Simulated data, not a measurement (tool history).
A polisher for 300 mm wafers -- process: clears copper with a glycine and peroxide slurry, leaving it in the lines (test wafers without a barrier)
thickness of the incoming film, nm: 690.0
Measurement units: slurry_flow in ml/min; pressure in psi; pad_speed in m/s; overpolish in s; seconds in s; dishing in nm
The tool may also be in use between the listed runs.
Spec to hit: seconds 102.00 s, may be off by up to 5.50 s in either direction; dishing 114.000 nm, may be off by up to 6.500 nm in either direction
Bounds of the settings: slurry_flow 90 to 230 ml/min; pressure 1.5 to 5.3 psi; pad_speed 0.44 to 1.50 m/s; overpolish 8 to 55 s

run 1 hour=0.0 | slurry_flow=150 pressure=3.4 pad_speed=0.96 overpolish=28 | seconds=122.70 dishing=83.424
run 2 hour=4.9 | slurry_flow=150 pressure=3.4 pad_speed=0.88 overpolish=28 | seconds=135.26 dishing=79.858
run 3 hour=10.2 | slurry_flow=150 pressure=3.4 pad_speed=0.88 overpolish=19 | seconds=133.67 dishing=61.873
run 4 hour=14.5 | slurry_flow=150 pressure=3.5 pad_speed=0.88 overpolish=21 | seconds=129.37 dishing=69.272
run 5 hour=21.1 | slurry_flow=150 pressure=3.5 pad_speed=0.70 overpolish=21 | seconds=152.62 dishing=59.482
-- hour=29.5 slurry nozzle cleaned
run 6 hour=29.5 | slurry_flow=150 pressure=3.0 pad_speed=0.70 overpolish=21 | seconds=159.26 dishing=59.653
run 7 hour=36.7 | slurry_flow=150 pressure=3.1 pad_speed=0.74 overpolish=23 | seconds=149.94 dishing=65.418
run 8 hour=39.3 | slurry_flow=150 pressure=3.2 pad_speed=0.78 overpolish=24 | seconds=142.68 dishing=71.536

Of the 4 settings listed for the next run, only one would bring every result within its allowed miss of target. Which one?
run A hour=41.9 | slurry_flow=145 pressure=1.8 pad_speed=1.14 overpolish=22 | seconds=? dishing=?
run B hour=41.9 | slurry_flow=125 pressure=2.5 pad_speed=0.56 overpolish=24 | seconds=? dishing=?
run C hour=41.9 | slurry_flow=125 pressure=3.3 pad_speed=0.56 overpolish=47 | seconds=? dishing=?
run D hour=41.9 | slurry_flow=135 pressure=3.4 pad_speed=1.16 overpolish=44 | seconds=? dishing=?

move=A seconds=172.05 dishing=55.429
move=B seconds=218.25 dishing=51.328
move=C seconds=177.37 dishing=94.371
move=D seconds=102.14 dishing=111.490
A: misses by more than the last run did
B: misses by more than the last run did
C: misses by more than the last run did
D: every result within its allowed miss
The right move is D.
